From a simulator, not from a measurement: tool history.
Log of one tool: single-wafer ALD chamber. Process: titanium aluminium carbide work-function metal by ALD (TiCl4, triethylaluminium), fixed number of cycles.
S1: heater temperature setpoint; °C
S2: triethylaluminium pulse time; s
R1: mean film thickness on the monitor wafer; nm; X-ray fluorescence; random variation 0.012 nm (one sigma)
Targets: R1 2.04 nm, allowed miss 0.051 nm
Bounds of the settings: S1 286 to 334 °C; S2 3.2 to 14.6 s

{"run": 1, "hour": 0.0, "S1": 310, "S2": 8.9, "R1": 1.8273}
{"run": 2, "hour": 3.0, "S1": 310, "S2": 6.41, "R1": 1.7601}
{"run": 3, "hour": 4.5, "S1": 315, "S2": 7.33, "R1": 1.8451}
{"run": 4, "hour": 9.2, "S1": 318, "S2": 7.62, "R1": 1.8746}
{"run": 5, "hour": 14.3, "S1": 313, "S2": 7.62, "R1": 1.8064}
{"run": 6, "hour": 20.6, "S1": 320, "S2": 7.62, "R1": 1.8803}
{"run": 7, "hour": 22.9, "S1": 323, "S2": 8.04, "R1": 1.9223}
{"run": 8, "hour": 23.5, "S1": 325, "S2": 8.32, "R1": 1.9329}
{"run": 9, "hour": 29.9, "S1": 327, "S2": 8.66, "R1": 1.9626}
{"run": 10, "hour": 34.7, "S1": 328, "S2": 8.88, "R1": 1.9883}
{"run": 11, "hour": 35.8, "S1": 329, "S2": 9, "R1": 1.9775}

5 next moves are on the table. One of them brings every result within its allowed miss. Which?
{"run": "A", "hour": 36.9, "S1": 320, "S2": 11.5, "R1": "?"}
{"run": "B", "hour": 36.9, "S1": 319, "S2": 9.33, "R1": "?"}
{"run": "C", "hour": 36.9, "S1": 331, "S2": 7.13, "R1": "?"}
{"run": "D", "hour": 36.9, "S1": 334, "S2": 9.24, "R1": "?"}
{"run": "E", "hour": 36.9, "S1": 325, "S2": 7.44, "R1": "?"}

move=A R1=1.9542
move=B R1=1.9147
move=C R1=1.9663
move=D R1=2.0422
move=E R1=1.9245
A: further off than the last run
B: further off than the last run
C: further off than the last run
D: meets every target
E: further off than the last run
Move D is the one to make.

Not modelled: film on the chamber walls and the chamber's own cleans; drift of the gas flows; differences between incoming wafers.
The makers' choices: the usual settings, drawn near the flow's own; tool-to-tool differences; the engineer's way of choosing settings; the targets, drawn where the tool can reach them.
